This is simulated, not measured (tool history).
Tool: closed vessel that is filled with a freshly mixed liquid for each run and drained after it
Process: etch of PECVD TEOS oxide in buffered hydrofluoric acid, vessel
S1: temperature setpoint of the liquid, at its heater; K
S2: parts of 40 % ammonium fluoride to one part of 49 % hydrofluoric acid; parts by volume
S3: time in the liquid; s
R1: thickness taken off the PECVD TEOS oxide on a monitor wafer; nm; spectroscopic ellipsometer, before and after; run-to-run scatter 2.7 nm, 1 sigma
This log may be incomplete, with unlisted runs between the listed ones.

{"run": 1, "hour": 0.0, "S1": 298.15, "S2": 7.5, "S3": 105, "R1": 350.28}
{"run": 2, "hour": 3.4, "S1": 298.15, "S2": 7.5, "S3": 110, "R1": 368.96}
{"run": 3, "hour": 5.0, "S1": 298.15, "S2": 9.5, "S3": 110, "R1": 287.69}
{"run": 4, "hour": 9.3, "S1": 299.65, "S2": 9.5, "S3": 110, "R1": 316.94}
{"run": 5, "hour": 13.0, "S1": 299.65, "S2": 9.5, "S3": 110, "R1": 316.01}
{"hour": 18.9, "done": "thermometer replaced"}
{"run": 6, "hour": 18.9, "S1": 299.65, "S2": 9.5, "S3": 110, "R1": 280.45}
{"run": 7, "hour": 22.3, "S1": 300.15, "S2": 9, "S3": 110, "R1": 302.09}

Estimate the outcome of run 8 from the log above:
{"run": 8, "hour": 25.0, "S1": 298.65, "S2": 8.5, "S3": 110, "R1": "?"}

{"run 8": {"R1": 296.72}}

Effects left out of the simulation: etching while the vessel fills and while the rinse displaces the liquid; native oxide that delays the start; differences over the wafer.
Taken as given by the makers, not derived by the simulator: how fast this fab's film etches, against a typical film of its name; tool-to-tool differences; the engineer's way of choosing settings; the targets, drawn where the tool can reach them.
